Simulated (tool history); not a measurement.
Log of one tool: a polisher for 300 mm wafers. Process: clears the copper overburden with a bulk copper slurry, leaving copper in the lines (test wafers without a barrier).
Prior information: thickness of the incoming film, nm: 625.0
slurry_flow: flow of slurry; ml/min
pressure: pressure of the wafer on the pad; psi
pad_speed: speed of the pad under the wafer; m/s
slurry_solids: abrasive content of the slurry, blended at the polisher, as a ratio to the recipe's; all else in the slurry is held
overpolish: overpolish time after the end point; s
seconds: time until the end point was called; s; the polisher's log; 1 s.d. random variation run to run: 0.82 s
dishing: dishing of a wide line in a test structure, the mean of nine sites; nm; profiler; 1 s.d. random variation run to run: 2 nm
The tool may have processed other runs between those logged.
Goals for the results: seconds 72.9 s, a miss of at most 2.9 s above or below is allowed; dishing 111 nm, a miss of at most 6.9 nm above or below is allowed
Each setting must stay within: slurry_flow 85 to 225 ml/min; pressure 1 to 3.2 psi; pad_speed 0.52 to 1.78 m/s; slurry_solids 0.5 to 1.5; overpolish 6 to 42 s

run	day	slurry_flow	pressure	pad_speed	slurry_solids	overpolish	seconds	dishing
1	0	145	2.1	1.14	1	21	89.238	78.76
2	0.108	145	2.1	1.14	0.9	21	93.128	78.803
3	0.25	145	2.1	1.14	0.75	21	96.974	75.93
4	0.292	145	2.1	1.4	0.75	21	78.811	89.163
5	0.488	150	2.1	1.4	0.75	22	76.845	90.588
6	0.662	150	2.1	1.4	0.75	24	77.659	94.229
7	0.762	150	2.1	1.4	0.75	25	76.833	97.109
8	0.875	150	2.1	1.4	0.75	26	78.132	100.89
9	1	155	2.1	1.4	0.75	27	76.892	105.49
10	1.325	160	2.1	1.4	0.75	27	77.933	99.867
11	1.458	155	2.1	1.4	0.75	27	76.344	101.18
12	1.496	155	2.1	1.4	0.75	28	77.024	107

Pick the move, out of 4, that brings all results within their allowed miss; only one does.
A	1.533	105	2	1.42	1.1	31	?	?
B	1.533	145	2.1	1.4	0.65	32	?	?
C	1.533	150	2.3	1.26	0.65	35	?	?
D	1.533	180	1.9	1.6	0.7	31	?	?

move	seconds	dishing
A	80.2	107.5
B	80.613	110.08
C	81.24	116.75
D	73.885	110.36
A: further off than the last run
B: further off than the last run
C: further off than the last run
D: each result inside its tolerance
Correct choice: D, which meets every target
